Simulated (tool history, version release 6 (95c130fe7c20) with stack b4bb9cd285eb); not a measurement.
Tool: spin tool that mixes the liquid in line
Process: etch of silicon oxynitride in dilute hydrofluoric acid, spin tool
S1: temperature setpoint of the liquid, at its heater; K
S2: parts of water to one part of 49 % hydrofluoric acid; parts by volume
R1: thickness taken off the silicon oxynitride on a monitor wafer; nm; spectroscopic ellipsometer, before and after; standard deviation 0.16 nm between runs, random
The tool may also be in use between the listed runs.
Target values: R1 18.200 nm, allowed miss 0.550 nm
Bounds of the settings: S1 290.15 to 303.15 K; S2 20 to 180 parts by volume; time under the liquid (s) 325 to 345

Run 1, hour 0.0: S1 295.15 K, S2 100 parts by volume, time under the liquid (s) 325. Result: R1 12.069 nm.
Run 2, hour 8.4: S1 295.15 K, S2 100 parts by volume, time under the liquid (s) 345. Result: R1 12.668 nm.
Run 3, hour 13.8: S1 296.65 K, S2 100 parts by volume, time under the liquid (s) 345. Result: R1 13.779 nm.
Run 4, hour 15.4: S1 297.65 K, S2 100 parts by volume, time under the liquid (s) 345. Result: R1 14.471 nm.
Run 5, hour 18.1: S1 298.65 K, S2 100 parts by volume, time under the liquid (s) 345. Result: R1 15.285 nm.
Run 6, hour 19.0: S1 298.65 K, S2 100 parts by volume, time under the liquid (s) 325. Result: R1 14.398 nm.
Run 7, hour 25.3: S1 299.15 K, S2 100 parts by volume, time under the liquid (s) 325. Result: R1 14.531 nm.
Run 8, hour 27.2: S1 299.65 K, S2 100 parts by volume, time under the liquid (s) 325. Result: R1 14.902 nm.

4 next moves are on the table. One of them brings every result within its allowed miss. Which?
Run A, hour 29.1: S1 300.65 K, S2 90 parts by volume, time under the liquid (s) 335. Result: R1 ?.
Run B, hour 29.1: S1 297.65 K, S2 70 parts by volume, time under the liquid (s) 325. Result: R1 ?.
Run C, hour 29.1: S1 296.15 K, S2 105 parts by volume, time under the liquid (s) 325. Result: R1 ?.
Run D, hour 29.1: S1 294.65 K, S2 80 parts by volume, time under the liquid (s) 345. Result: R1 ?.

move      R1
   A  18.055
   B  19.914
   C  12.003
   D  15.867
A: every result lands within tolerance
B: takes the biggest miss from the last run beyond its target
C: its largest miss is bigger than the last run's
D: an improvement on the last run, though not all results are within tolerance
Move A is the one to make.
